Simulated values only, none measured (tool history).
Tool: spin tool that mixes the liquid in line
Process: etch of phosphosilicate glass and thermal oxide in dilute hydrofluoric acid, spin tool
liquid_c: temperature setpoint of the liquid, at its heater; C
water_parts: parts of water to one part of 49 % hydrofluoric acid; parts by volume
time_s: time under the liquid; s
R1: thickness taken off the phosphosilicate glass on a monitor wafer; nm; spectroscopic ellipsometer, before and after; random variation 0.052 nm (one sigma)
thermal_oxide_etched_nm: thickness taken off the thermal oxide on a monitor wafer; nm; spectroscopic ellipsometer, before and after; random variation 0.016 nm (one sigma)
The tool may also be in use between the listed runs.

Run 1, hour 0.0: liquid_c 23.0 C, water_parts 185 parts by volume, time_s 30 s. Result: R1 20.473 nm, thermal_oxide_etched_nm 0.65664 nm.
Run 2, hour 5.5: liquid_c 23.0 C, water_parts 130 parts by volume, time_s 30 s. Result: R1 30.990 nm, thermal_oxide_etched_nm 0.94885 nm.
Run 3, hour 11.0: liquid_c 21.0 C, water_parts 160 parts by volume, time_s 30 s. Result: R1 22.492 nm, thermal_oxide_etched_nm 0.68293 nm.
Run 4, hour 18.8: liquid_c 21.0 C, water_parts 190 parts by volume, time_s 30 s. Result: R1 18.453 nm, thermal_oxide_etched_nm 0.59398 nm.
Run 5, hour 25.2: liquid_c 24.0 C, water_parts 190 parts by volume, time_s 30 s. Result: R1 20.635 nm, thermal_oxide_etched_nm 0.59318 nm.
Run 6, hour 32.2: liquid_c 24.0 C, water_parts 150 parts by volume, time_s 30 s. Result: R1 27.214 nm, thermal_oxide_etched_nm 0.77119 nm.
Run 7, hour 40.1: liquid_c 20.0 C, water_parts 220 parts by volume, time_s 30 s. Result: R1 14.894 nm, thermal_oxide_etched_nm 0.48412 nm.

Forecast run 8:
Run 8, hour 48.7: liquid_c 19.5 C, water_parts 225 parts by volume, time_s 30 s. Result: R1 ?, thermal_oxide_etched_nm ?.

Run 8 gave R1 14.203 nm, thermal_oxide_etched_nm 0.46354 nm.

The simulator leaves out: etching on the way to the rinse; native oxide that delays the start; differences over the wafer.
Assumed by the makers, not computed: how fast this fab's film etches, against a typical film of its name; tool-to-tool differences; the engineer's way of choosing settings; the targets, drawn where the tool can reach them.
